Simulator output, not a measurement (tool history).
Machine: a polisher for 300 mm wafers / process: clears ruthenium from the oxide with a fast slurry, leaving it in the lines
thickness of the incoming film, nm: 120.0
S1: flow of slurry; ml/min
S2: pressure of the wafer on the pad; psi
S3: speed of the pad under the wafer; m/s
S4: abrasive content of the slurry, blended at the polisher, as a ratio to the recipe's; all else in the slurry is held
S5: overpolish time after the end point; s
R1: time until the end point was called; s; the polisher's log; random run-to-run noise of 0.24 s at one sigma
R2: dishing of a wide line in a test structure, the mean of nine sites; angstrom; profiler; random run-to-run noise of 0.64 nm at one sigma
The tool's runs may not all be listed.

run 1 hour=0.0 | S1=275 S2=2.9 S3=1.12 S4=1.0 S5=17 | R1=24.724 R2=582.93
run 2 hour=2.1 | S1=275 S2=3.0 S3=1.12 S4=1.0 S5=16 | R1=24.267 R2=559.84
run 3 hour=8.4 | S1=275 S2=3.0 S3=1.32 S4=1.0 S5=16 | R1=20.852 R2=628.24
run 4 hour=10.0 | S1=275 S2=3.1 S3=1.32 S4=1.0 S5=15 | R1=20.498 R2=595.95
run 5 hour=18.8 | S1=275 S2=3.2 S3=1.32 S4=1.0 S5=14 | R1=19.987 R2=598.98
run 6 hour=25.2 | S1=275 S2=2.5 S3=1.32 S4=1.0 S5=14 | R1=24.119 R2=501.23
run 7 hour=33.4 | S1=275 S2=3.3 S3=1.42 S4=1.0 S5=6 | R1=17.745 R2=320.40
run 8 hour=34.6 | S1=275 S2=3.3 S3=1.42 S4=1.0 S5=7 | R1=17.908 R2=366.84
run 9 hour=35.4 | S1=275 S2=3.7 S3=1.44 S4=1.0 S5=13 | R1=16.181 R2=635.59
run 10 hour=40.2 | S1=280 S2=3.7 S3=1.44 S4=1.0 S5=12 | R1=16.618 R2=590.83

Run 11 comes next. What will it give?
run 11 hour=48.2 | S1=275 S2=3.7 S3=1.46 S4=1.0 S5=11 | R1=? R2=?

For run 11 the tool returned R1 16.289 s, R2 571.64 angstrom.

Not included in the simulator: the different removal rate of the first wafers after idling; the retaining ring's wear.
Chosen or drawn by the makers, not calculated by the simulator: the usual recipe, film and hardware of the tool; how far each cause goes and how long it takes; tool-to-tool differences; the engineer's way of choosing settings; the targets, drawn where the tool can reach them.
